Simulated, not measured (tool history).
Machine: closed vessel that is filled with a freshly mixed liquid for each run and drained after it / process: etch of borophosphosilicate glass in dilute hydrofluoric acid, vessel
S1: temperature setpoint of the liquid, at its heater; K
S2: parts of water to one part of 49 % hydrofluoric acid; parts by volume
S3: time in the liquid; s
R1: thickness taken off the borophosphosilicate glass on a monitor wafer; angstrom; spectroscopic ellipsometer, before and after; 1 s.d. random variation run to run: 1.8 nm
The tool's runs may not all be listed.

run,hour,S1,S2,S3,R1
1,0.0,294.15,75,85,712.44
2,3.4,297.65,75,85,843.83
3,8.3,298.15,70,85,900.26
4,9.7,298.15,70,90,954.29
5,16.7,298.15,45,90,1566.50
6,22.7,299.65,45,90,1615.70
7,27.3,300.15,45,90,1703.00
8,32.0,301.15,45,90,1764.20

Run 9 has not been measured yet. What should we expect?
9,34.2,301.65,45,90,?

R1: 1764.60 angstrom
